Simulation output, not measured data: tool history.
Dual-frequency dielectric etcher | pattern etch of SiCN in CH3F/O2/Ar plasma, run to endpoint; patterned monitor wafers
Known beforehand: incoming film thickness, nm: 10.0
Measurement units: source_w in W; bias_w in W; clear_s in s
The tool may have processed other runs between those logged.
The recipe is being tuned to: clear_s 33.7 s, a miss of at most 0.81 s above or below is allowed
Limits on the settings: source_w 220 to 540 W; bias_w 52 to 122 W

Run 1, hour 0: source_w 380 W, bias_w 87 W. Result: clear_s 27.392 s.
Run 2, hour 1.1: source_w 340 W, bias_w 82 W. Result: clear_s 29.675 s.
Run 3, hour 4.4: source_w 310 W, bias_w 81 W. Result: clear_s 30.869 s.
Run 4, hour 7.7: source_w 290 W, bias_w 80 W. Result: clear_s 31.704 s.
Run 5, hour 10.7: source_w 350 W, bias_w 80 W. Result: clear_s 29.406 s.
At hour 16.9: source power generator calibrated.
Run 6, hour 16.9: source_w 300 W, bias_w 80 W. Result: clear_s 32.055 s.
Run 7, hour 25.9: source_w 290 W, bias_w 80 W. Result: clear_s 32.326 s.
Run 8, hour 31.4: source_w 250 W, bias_w 77 W. Result: clear_s 35.285 s.
Run 9, hour 36.3: source_w 260 W, bias_w 77 W. Result: clear_s 34.687 s.

Next run, 4 choices. One meets every target within its allowed miss, the rest don't. Which?
Run A, hour 41.2: source_w 300 W, bias_w 79 W. Result: clear_s ?.
Run B, hour 41.2: source_w 310 W, bias_w 78 W. Result: clear_s ?.
Run C, hour 41.2: source_w 280 W, bias_w 77 W. Result: clear_s ?.
Run D, hour 41.2: source_w 250 W, bias_w 77 W. Result: clear_s ?.

move  clear_s
   A    32.25
   B   32.056
   C   33.675
   D   35.293
A: pushes the last run's worst result past its target
B: pushes the last run's worst result past its target
C: meets every target
D: the biggest miss grows against the last run
The move that meets every target is C.
